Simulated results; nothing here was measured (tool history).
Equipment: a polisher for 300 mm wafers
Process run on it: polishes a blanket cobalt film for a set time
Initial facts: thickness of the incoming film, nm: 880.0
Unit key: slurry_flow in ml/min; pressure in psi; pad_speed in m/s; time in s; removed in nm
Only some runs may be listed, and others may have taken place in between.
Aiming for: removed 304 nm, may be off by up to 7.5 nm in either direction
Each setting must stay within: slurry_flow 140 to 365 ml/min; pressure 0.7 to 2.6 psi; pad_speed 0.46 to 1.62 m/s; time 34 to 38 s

run	hour	slurry_flow	pressure	pad_speed	time	removed
1	0	235	1.6	1.04	38	163.12
2	3.5	235	1.6	1.04	38	163.44
3	6.8	240	1.9	1.04	38	190.77
4	8.4	245	2.1	1.06	38	215.14
5	11.2	245	2.2	1.08	38	228.19
6	18.4	250	2.3	1.1	38	241.6
7	20.4	250	2.4	1.12	38	255.22
8	20.9	250	2.4	1.12	38	255.32
9	22.8	250	2.5	1.14	38	267.69

5 candidate next runs follow, results not yet known. Just one meets every target within its allowed miss. Identify it.
A	24.7	225	2.6	1.18	38	?
B	24.7	245	2.2	1.14	37	?
C	24.7	270	2.6	1.28	37	?
D	24.7	280	2.1	1.26	36	?
E	24.7	260	2.4	1.02	36	?

move	removed
A	281.03
B	229.4
C	300.25
D	236.71
E	221.51
A: moves toward the targets from the last run without getting all of them in spec
B: the biggest miss grows against the last run
C: meets every target
D: the biggest miss grows against the last run
E: the biggest miss grows against the last run
C is the move that brings every result within its allowed miss.
